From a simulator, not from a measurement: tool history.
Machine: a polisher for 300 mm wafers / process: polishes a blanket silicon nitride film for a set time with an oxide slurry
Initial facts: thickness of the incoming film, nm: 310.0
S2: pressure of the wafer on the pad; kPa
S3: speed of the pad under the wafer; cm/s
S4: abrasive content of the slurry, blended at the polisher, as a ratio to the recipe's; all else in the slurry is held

Run 1, hour 0.0: flow of slurry (ml/min) 245, S2 25.5 kPa, S3 102 cm/s, S4 1.0, polishing time (s) 47. Result: film removed (nm) 25.592.
Run 2, hour 5.8: flow of slurry (ml/min) 245, S2 22.8 kPa, S3 100 cm/s, S4 1.0, polishing time (s) 47. Result: film removed (nm) 23.793.
Run 3, hour 14.5: flow of slurry (ml/min) 200, S2 22.8 kPa, S3 100 cm/s, S4 1.0, polishing time (s) 47. Result: film removed (nm) 23.690.
Run 4, hour 17.8: flow of slurry (ml/min) 200, S2 20.0 kPa, S3 98 cm/s, S4 1.0, polishing time (s) 47. Result: film removed (nm) 20.975.
Run 5, hour 21.3: flow of slurry (ml/min) 145, S2 20.0 kPa, S3 98 cm/s, S4 1.0, polishing time (s) 47. Result: film removed (nm) 20.401.
Run 6, hour 27.1: flow of slurry (ml/min) 145, S2 20.0 kPa, S3 98 cm/s, S4 1.0, polishing time (s) 50. Result: film removed (nm) 21.039.
Run 7, hour 34.2: flow of slurry (ml/min) 145, S2 18.6 kPa, S3 98 cm/s, S4 1.0, polishing time (s) 50. Result: film removed (nm) 20.846.
Run 8, hour 40.3: flow of slurry (ml/min) 145, S2 17.2 kPa, S3 98 cm/s, S4 1.0, polishing time (s) 50. Result: film removed (nm) 19.433.

What will run 9 give?
Run 9, hour 49.1: flow of slurry (ml/min) 145, S2 16.5 kPa, S3 98 cm/s, S4 1.0, polishing time (s) 50. Result: film removed (nm) ?.

film removed (nm): 19.589

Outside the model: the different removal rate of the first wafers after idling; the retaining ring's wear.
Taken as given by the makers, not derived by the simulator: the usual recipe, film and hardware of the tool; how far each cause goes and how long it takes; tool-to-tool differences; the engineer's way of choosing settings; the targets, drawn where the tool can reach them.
